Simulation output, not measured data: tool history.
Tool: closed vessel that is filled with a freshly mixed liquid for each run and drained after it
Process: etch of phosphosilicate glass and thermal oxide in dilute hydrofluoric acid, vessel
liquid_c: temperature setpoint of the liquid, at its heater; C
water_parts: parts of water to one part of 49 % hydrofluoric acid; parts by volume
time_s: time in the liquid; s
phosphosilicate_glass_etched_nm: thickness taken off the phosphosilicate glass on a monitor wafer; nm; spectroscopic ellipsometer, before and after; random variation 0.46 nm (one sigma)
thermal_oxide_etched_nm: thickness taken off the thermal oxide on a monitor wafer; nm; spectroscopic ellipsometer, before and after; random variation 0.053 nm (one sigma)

run  hour  liquid_c  water_parts  time_s  phosphosilicate_glass_etched_nm  thermal_oxide_etched_nm
  1   0.0      25.0          125      60                           29.826                   2.4001
  2   3.0      25.0          165      60                           21.414                   1.7594
  3   8.4      27.5          165      60                           23.567                   1.9219
  4  13.5      29.5          165      60                           25.586                   2.0874
  5  15.0      29.5          145      60                           30.050                   2.3972
  6  21.2      30.0          130      60                           34.065                   2.7848
  7  23.5      31.5           80      65                           69.621                   5.5839
  8  28.5      30.0           80      65                           64.336                   5.2856
  9  36.3      29.0           80      65                           62.102                   5.0428
 10  45.2      25.0           85      65                           50.174                   3.9800

Run 11 comes next. What will it give?
 11  46.4      25.5           85      65                                ?                        ?

{"run 11": {"phosphosilicate_glass_etched_nm": 50.702, "thermal_oxide_etched_nm": 4.0095}}
